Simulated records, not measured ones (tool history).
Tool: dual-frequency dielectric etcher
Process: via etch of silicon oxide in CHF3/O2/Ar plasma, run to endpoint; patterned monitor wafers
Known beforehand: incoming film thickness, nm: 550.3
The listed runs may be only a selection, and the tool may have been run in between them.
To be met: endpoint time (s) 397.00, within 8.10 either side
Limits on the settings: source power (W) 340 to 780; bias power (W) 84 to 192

run	hour	source power (W)	bias power (W)	endpoint time (s)
1	0.0	560	138	303.83
2	2.4	520	138	322.46
3	3.9	560	138	308.70
4	10.2	560	125	313.43
5	17.0	650	125	284.14
6	22.2	690	125	276.56
7	24.9	600	119	299.25
8	29.1	490	92	360.65
9	35.5	470	91	367.63
10	39.8	450	90	379.89
11	45.8	440	90	388.21

Pick the move, out of 5, that brings all results within their allowed miss; only one does.
A	51.8	410	85	?
B	51.8	400	85	?
C	51.8	430	84	?
D	51.8	410	87	?
E	51.8	470	89	?

move	endpoint time (s)
A	413.63
B	421.98
C	399.22
D	412.17
E	370.75
A: takes the biggest miss from the last run beyond its target
B: takes the biggest miss from the last run beyond its target
C: all results land within tolerance of their targets
D: takes the biggest miss from the last run beyond its target
E: its largest miss is bigger than the last run's
C is the move that brings every result within its allowed miss.

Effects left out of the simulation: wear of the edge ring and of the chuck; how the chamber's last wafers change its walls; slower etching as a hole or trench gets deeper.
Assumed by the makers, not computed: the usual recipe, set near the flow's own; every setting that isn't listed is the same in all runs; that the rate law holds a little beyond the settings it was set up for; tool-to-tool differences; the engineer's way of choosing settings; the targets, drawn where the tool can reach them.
